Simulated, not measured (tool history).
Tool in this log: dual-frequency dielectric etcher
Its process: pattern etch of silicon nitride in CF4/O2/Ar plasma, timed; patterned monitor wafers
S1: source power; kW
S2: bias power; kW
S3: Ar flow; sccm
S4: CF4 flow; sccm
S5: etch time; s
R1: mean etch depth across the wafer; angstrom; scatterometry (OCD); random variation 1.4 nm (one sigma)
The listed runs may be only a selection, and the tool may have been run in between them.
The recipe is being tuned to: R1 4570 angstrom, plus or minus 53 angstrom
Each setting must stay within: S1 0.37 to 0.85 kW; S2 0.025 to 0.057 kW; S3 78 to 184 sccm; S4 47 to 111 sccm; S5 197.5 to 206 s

run	hour	S1	S2	S3	S4	S5	R1
1	0	0.61	0.041	131	79	197.5	3813.9
2	4.6	0.64	0.041	131	79	197.5	3946.7
3	5.6	0.66	0.041	131	79	197.5	4029.7
4	6.5	0.66	0.035	131	79	197.5	3841.1
5	14	0.66	0.035	131	90	197.5	3923.5
# hour 18.8: source power generator calibrated
6	18.8	0.74	0.035	131	90	197.5	4420.1
7	26.8	0.75	0.035	131	90	197.5	4449.9
8	31.2	0.76	0.035	131	90	197.5	4513.2

4 next moves are on the table. One of them brings every result within its allowed miss. Which?
A	35.6	0.8	0.032	132	94	197.5	?
B	35.6	0.74	0.032	131	90	205.5	?
C	35.6	0.78	0.031	142	83	205.5	?
D	35.6	0.74	0.031	117	86	203.5	?

move	R1
A	4547.8
B	4435.2
C	4445.6
D	4380.9
A: all results land within tolerance of their targets
B: further off than the last run
C: further off than the last run
D: further off than the last run
Answer: A
